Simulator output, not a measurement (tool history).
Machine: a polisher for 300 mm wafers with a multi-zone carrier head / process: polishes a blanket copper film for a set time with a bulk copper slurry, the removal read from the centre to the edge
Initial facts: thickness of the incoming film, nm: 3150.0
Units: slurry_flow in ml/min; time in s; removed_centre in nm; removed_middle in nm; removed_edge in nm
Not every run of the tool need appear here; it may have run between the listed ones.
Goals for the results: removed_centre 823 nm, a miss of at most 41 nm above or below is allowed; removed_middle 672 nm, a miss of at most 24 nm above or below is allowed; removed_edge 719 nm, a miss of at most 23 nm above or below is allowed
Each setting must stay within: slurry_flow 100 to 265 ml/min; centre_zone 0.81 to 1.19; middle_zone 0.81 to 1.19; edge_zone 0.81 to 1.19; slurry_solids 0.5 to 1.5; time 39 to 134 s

run   hour  slurry_flow  centre_zone  middle_zone  edge_zone  slurry_solids  time  removed_centre  removed_middle  removed_edge
  1      0          170            1            1          1              1    86          990.78          993.22        920.05
  2    7.4          170            1            1          1              1   106          1232.8          1218.4        1154.5
  3   12.5          165         1.01         0.97       0.99            0.9   101          1159.5          1113.9        1065.4
  4   19.2          165         1.01         0.97       0.99            0.8   101          1122.2          1052.4        1015.1
  5   25.9          165         1.01         0.93       0.99            0.8   101          1105.2          1057.2        1025.8
  6   30.6          165         1.08         0.93       0.99            0.8   101          1178.1          1027.4        1022.8
  7   37.3          160         1.08         0.91       0.99           0.75    97            1136          974.71         970.6
  8   44.4          155         1.08         0.89          1            0.7    93          1050.8          868.11        907.59
  9   52.4          150         1.07         0.88       0.99           0.65    91          988.02          838.12        857.56
 10   58.3          145         1.07         0.87       0.99            0.6    90          972.03          793.67        817.59
 11   66.1          140         1.06         0.86       0.99            0.6    89           914.9          766.45        817.76
 12   70.8          135         1.06         0.85       0.97            0.6    89          934.51          759.19        819.08
 13     76          135         1.06         0.85       0.97            0.6    88          899.82          751.52        803.87
 14   84.3          135         1.06         0.85       0.96            0.6    87          883.18          740.31        782.87
 15   88.2          130         1.06         0.84       0.95            0.6    87          908.56          730.11        778.39
 16     97          115            1         0.82       0.91            0.5    84          752.46          657.37        686.01
 17  104.4          120         1.01         0.82       0.92            0.5    84          759.59          641.16        688.49
 18  107.9          125         1.02         0.82       0.93            0.5    84          771.53          650.55        709.11

Next run, 5 choices. One meets every target within its allowed miss, the rest don't. Which?
  A  111.4          170         0.86         0.85       0.98            0.5    87               ?               ?             ?
  B  111.4          100         1.01         1.01       0.86           0.55    82               ?               ?             ?
  C  111.4          130         1.04         0.82        0.9           0.65    81               ?               ?             ?
  D  111.4          135         1.01         0.82       0.88           0.55    76               ?               ?             ?
  E  111.4          100         1.06         0.93       0.91            0.6    86               ?               ?             ?

move  removed_centre  removed_middle  removed_edge
   A          716.79          736.37        772.07
   B          710.65           727.9        645.76
   C          812.93          673.85        711.89
   D          717.19          611.68        638.27
   E          799.21          727.67        710.01
A: misses by more than the last run did
B: misses by more than the last run did
C: every result lands within tolerance
D: misses by more than the last run did
E: meets the target for the result that was furthest off, but another lies outside its allowed miss
C is the move that brings every result within its allowed miss.
